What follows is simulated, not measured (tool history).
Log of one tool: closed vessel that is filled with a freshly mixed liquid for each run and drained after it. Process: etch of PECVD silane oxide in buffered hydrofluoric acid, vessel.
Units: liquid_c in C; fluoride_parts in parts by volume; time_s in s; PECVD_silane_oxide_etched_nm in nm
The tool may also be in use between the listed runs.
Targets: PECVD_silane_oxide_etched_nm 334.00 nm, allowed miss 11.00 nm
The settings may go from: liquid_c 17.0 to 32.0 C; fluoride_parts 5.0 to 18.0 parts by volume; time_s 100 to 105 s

run,hour,liquid_c,fluoride_parts,time_s,PECVD_silane_oxide_etched_nm
1,0.0,24.0,11.0,100,159.47
2,0.6,25.0,10.5,100,176.47
3,7.7,25.0,13.0,100,144.37
4,11.1,26.0,12.0,100,164.23
5,13.7,27.0,11.5,100,180.17
6,21.9,27.5,11.0,100,191.65
7,30.5,28.0,10.5,100,206.18
8,34.8,28.5,10.0,100,218.02
9,37.4,29.0,9.5,100,236.59
10,45.9,29.5,9.0,100,251.49
11,49.1,30.0,8.5,100,272.00
12,54.5,32.0,7.0,100,376.52
13,59.7,31.5,7.0,100,365.43

5 next moves are on the table. One of them brings every result within its allowed miss. Which?
A,64.9,29.0,7.0,105,?
B,64.9,32.0,6.5,100,?
C,64.9,30.0,6.5,105,?
D,64.9,32.0,7.5,105,?
E,64.9,32.0,6.0,100,?

move,PECVD_silane_oxide_etched_nm
A,334.17
B,397.54
C,375.77
D,363.41
E,425.99
A: meets every target
B: further off than the last run
C: further off than the last run
D: nearer than the last run, and not there yet
E: further off than the last run
Move A is the one to make.
